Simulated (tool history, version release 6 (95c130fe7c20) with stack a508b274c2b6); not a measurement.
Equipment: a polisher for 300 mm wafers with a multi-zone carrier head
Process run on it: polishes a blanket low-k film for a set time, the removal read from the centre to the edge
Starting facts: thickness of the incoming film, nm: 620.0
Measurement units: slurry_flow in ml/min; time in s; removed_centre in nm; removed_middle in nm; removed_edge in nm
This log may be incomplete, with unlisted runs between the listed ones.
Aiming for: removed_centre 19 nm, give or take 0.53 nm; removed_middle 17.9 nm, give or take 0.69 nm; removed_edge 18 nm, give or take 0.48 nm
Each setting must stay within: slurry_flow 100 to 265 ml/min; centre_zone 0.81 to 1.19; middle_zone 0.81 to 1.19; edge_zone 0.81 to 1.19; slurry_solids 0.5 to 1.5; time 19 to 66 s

| run | hour | slurry_flow | centre_zone | middle_zone | edge_zone | slurry_solids | time | removed_centre | removed_middle | removed_edge |
|---|---|---|---|---|---|---|---|---|---|---|
| 1 | 0 | 170 | 1 | 1 | 1 | 1 | 42 | 24.114 | 23.524 | 23.982 |
| 2 | 7.9 | 165 | 1 | 0.99 | 0.97 | 0.9 | 42 | 22.269 | 22.03 | 22.145 |
| 3 | 16.4 | 165 | 1 | 0.99 | 0.97 | 1 | 42 | 23.764 | 23.39 | 23.546 |
| 4 | 20.5 | 165 | 1 | 0.97 | 0.95 | 0.95 | 42 | 23.083 | 22.505 | 22.737 |
| 5 | 25.6 | 160 | 1 | 0.96 | 0.93 | 0.9 | 42 | 22.342 | 21.61 | 21.836 |
| 6 | 33.3 | 155 | 1 | 0.95 | 0.91 | 0.85 | 42 | 21.273 | 20.127 | 20.663 |
| 7 | 40 | 150 | 1 | 0.95 | 0.89 | 0.85 | 42 | 21.199 | 20.168 | 20.197 |
| 8 | 47.2 | 150 | 1 | 0.95 | 0.89 | 0.85 | 42 | 21.287 | 20.37 | 20.274 |
| 9 | 54.2 | 145 | 1 | 0.94 | 0.88 | 0.85 | 42 | 20.934 | 20.08 | 20.057 |
| 10 | 56.1 | 140 | 1 | 0.93 | 0.87 | 0.85 | 42 | 21.026 | 19.528 | 19.761 |
| 11 | 62.4 | 110 | 0.95 | 0.92 | 0.81 | 0.75 | 42 | 16.566 | 16.663 | 16.76 |
| 12 | 70.2 | 120 | 0.95 | 0.92 | 0.81 | 0.75 | 42 | 17.239 | 16.962 | 16.946 |
| 13 | 73.3 | 125 | 0.95 | 0.92 | 0.81 | 0.75 | 42 | 17.294 | 17.292 | 17.098 |
| 14 | 80 | 130 | 0.95 | 0.91 | 0.81 | 0.75 | 42 | 17.62 | 17.261 | 17.294 |
| 15 | 88.5 | 175 | 0.98 | 0.91 | 0.83 | 0.75 | 42 | 19.476 | 18.248 | 18.623 |

Below are 5 possible settings for the next run. Only one of them brings all results inside the allowed miss of their targets. Which is it?
| A | 97 | 125 | 1 | 1.03 | 0.81 | 0.9 | 38 | ? | ? | ? |
| B | 97 | 215 | 0.97 | 0.9 | 0.86 | 0.85 | 36 | ? | ? | ? |
| C | 97 | 180 | 0.97 | 0.81 | 0.97 | 0.8 | 41 | ? | ? | ? |
| D | 97 | 160 | 1.07 | 0.93 | 0.82 | 0.7 | 43 | ? | ? | ? |
| E | 97 | 155 | 0.95 | 0.93 | 0.85 | 0.9 | 39 | ? | ? | ? |

| move | removed_centre | removed_middle | removed_edge |
|---|---|---|---|
| A | 19.056 | 19.254 | 17.77 |
| B | 19.009 | 17.459 | 18.018 |
| C | 20.1 | 16.994 | 20.394 |
| D | 20.501 | 17.624 | 17.56 |
| E | 19.659 | 19.08 | 19.338 |
A: brings the result that was furthest off to its target, and leaves another outside
B: each result inside its tolerance
C: moves away from the targets compared with the last run
D: brings the result that was furthest off to its target, and leaves another outside
E: moves away from the targets compared with the last run
The right move is B.

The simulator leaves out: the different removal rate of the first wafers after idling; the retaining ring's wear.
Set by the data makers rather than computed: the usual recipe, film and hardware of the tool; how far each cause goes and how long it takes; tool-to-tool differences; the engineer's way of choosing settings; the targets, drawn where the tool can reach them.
